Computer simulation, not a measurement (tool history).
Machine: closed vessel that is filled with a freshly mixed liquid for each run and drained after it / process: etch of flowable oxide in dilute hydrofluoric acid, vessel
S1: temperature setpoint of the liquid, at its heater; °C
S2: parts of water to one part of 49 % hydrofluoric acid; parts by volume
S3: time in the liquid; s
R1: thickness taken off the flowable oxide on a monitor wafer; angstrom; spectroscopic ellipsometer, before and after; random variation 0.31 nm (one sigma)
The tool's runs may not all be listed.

run,hour,S1,S2,S3,R1
1,0,25,180,290,764.12
2,8.8,23,180,290,713.78
3,10.1,25.5,180,290,778.69
4,12,25.5,135,290,1100.6
5,15.5,28.5,135,290,1219.9
6,23.1,28.5,110,290,1554.1
7,27.2,26,130,290,1164.5
8,35.8,24,145,290,968.88
9,40.6,22.5,155,290,833.39
10,41.9,21.5,165,290,746.3
11,43.6,20.5,170,290,688.22
12,52.7,20,175,290,651.94
13,54.8,19.5,180,290,617.23

What does the tool deliver on the next run?
14,61.4,19.5,180,290,?

R1: 615.56 angstrom

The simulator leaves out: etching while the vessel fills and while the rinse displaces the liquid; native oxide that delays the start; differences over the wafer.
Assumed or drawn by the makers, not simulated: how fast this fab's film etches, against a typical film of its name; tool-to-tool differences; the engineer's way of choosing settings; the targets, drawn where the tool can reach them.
